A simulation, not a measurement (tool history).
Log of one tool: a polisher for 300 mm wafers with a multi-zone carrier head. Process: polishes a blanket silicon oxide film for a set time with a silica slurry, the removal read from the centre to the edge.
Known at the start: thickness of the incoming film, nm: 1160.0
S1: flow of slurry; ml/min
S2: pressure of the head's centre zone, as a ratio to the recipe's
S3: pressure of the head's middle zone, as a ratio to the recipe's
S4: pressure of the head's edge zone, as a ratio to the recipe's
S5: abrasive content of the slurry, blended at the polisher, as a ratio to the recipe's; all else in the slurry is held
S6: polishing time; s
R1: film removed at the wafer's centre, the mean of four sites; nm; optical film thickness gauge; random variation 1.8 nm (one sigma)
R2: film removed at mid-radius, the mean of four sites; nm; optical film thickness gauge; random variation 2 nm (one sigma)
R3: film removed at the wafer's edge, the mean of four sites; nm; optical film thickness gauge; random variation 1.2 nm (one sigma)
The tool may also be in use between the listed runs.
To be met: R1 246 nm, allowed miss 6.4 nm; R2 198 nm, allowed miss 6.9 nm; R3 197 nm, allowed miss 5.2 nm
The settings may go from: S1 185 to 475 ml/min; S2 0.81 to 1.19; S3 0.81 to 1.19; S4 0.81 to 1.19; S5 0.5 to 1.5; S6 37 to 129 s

run,hour,S1,S2,S3,S4,S5,S6,R1,R2,R3
1,0,305,1,1,1,1,83,171.73,168.33,171.19
2,3.3,255,1,1,1,1,83,169.57,165.36,167.77
3,10.5,255,1,0.95,1,1,83,168.3,156.95,165.71
4,14.4,255,1,0.95,1,1.2,83,188.23,171.4,187.3
5,19.3,255,0.93,0.95,1,1.2,83,173.04,176.27,187.37
6,21.8,265,0.96,0.97,1,1.2,83,181,181.3,187.44
7,23.6,275,0.99,0.98,1,1.2,83,185.53,180.59,189.19
8,30.7,280,1.02,0.99,0.99,1.2,83,193.74,183.78,188.88
9,36.7,290,1.04,0.99,0.99,1.2,83,198.51,184.91,187.52
10,44.4,350,1.14,1,1.06,1.3,83,230.75,196.37,203.51

Which of these 4 next moves meets every target?
A,52.1,430,1.19,1,0.97,1.05,94,?,?,?
B,52.1,350,1.12,1.08,1.06,1.25,86,?,?,?
C,52.1,365,1.07,0.99,1.09,1.35,84,?,?,?
D,52.1,320,1.15,1.01,0.97,1.2,92,?,?,?

move,R1,R2,R3
A,240.41,201.22,199.48
B,225.39,214.3,208.15
C,218.9,202.52,214.83
D,240.51,210.58,207.9
A: meets every target
B: further off than the last run
C: further off than the last run
D: brings the result that was furthest off to its target, and leaves another outside
Move A is the one to make.
